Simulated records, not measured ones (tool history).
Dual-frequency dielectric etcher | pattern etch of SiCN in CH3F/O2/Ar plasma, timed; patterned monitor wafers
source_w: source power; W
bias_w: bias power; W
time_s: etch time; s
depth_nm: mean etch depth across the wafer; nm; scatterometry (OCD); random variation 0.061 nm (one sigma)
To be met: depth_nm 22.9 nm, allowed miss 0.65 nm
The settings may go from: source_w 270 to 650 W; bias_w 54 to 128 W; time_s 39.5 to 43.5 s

run,hour,source_w,bias_w,time_s,depth_nm
1,0,460,91,43.5,20.318
2,3.3,460,91,43.5,20.231
3,4,480,92,43.5,20.668
4,9.4,560,92,43.5,21.617
5,15.4,560,92,39.5,19.603
6,21.8,560,86,39.5,19.188
7,27.9,560,90,40,19.794
8,35.3,560,90,40,19.779
9,41.8,560,93,40.5,20.313
10,43.9,560,93,40.5,20.305
11,47.5,560,96,40.5,20.414
12,48.9,560,96,40.5,20.593
13,51,560,98,40.5,20.664
# hour 58.1: source power generator calibrated
14,58.1,560,98,40.5,20.389
15,60.2,570,100,41,21.057

4 next moves are on the table. One of them brings every result within its allowed miss. Which?
A,62.3,560,95,43.5,?
B,62.3,610,104,39.5,?
C,62.3,560,102,39.5,?
D,62.3,560,110,43.5,?

move,depth_nm
A,21.744
B,21.007
C,20.291
D,23.01
A: nearer than the last run, and not there yet
B: as far off as the last run
C: further off than the last run
D: meets every target
Answer: D
